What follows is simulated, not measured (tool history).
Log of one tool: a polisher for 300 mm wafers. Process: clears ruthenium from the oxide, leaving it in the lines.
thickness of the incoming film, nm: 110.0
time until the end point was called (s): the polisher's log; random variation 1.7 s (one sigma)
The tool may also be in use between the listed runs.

run	hour	flow of slurry (ml/min)	pressure of the wafer on the pad (psi)	speed of the pad under the wafer (cm/s)	overpolish time after the end point (s)	time until the end point was called (s)
1	0.0	185	1.5	98	7	150.06
2	3.5	180	1.4	98	7	166.52
3	4.8	170	1.4	98	7	166.71
4	12.4	170	1.4	98	5	165.95
# hour 13.6: worn pad replaced by a new one
5	13.6	170	1.4	98	7	147.92
6	17.8	170	1.4	98	7	148.02
7	20.5	175	1.4	98	7	145.12

Forecast run 8:
8	27.5	145	1.1	98	7	?

{"run 8": {"time until the end point was called (s)": 188.81}}
